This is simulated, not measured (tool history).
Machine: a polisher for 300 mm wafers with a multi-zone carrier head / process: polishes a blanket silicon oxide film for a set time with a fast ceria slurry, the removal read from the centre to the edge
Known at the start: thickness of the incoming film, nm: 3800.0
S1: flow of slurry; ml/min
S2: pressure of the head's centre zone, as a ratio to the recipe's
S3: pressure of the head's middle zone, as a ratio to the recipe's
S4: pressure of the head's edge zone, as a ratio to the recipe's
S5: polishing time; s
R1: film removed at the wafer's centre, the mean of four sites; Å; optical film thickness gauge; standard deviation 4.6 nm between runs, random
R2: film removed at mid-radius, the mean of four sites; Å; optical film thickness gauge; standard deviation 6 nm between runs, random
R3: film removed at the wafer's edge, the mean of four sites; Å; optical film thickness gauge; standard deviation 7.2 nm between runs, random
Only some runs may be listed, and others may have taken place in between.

run 1 day=0.000 | S1=310 S2=1.00 S3=1.00 S4=1.00 S5=46 | R1=6514.7 R2=6542.0 R3=6389.9
run 2 day=0.025 | S1=265 S2=1.00 S3=1.00 S4=1.00 S5=46 | R1=6307.0 R2=6499.1 R3=6360.1
run 3 day=0.129 | S1=265 S2=1.00 S3=1.00 S4=1.00 S5=52 | R1=7145.7 R2=7217.0 R3=7341.2
run 4 day=0.329 | S1=255 S2=0.95 S3=0.98 S4=0.98 S5=50 | R1=6608.3 R2=6776.1 R3=6820.2
run 5 day=0.675 | S1=255 S2=0.95 S3=0.91 S4=0.98 S5=50 | R1=6567.1 R2=6457.5 R3=6946.7
run 6 day=0.988 | S1=255 S2=0.95 S3=0.91 S4=0.98 S5=61 | R1=8020.6 R2=7853.2 R3=8542.7
run 7 day=1.062 | S1=245 S2=0.91 S3=0.93 S4=0.99 S5=56 | R1=7090.3 R2=7303.3 R3=7621.3

What will run 8 give?
run 8 day=1.429 | S1=225 S2=0.88 S3=0.94 S4=1.03 S5=52 | R1=? R2=? R3=?

{"run 8": {"R1": 6342.2, "R2": 6812.4, "R3": 7145.6}}
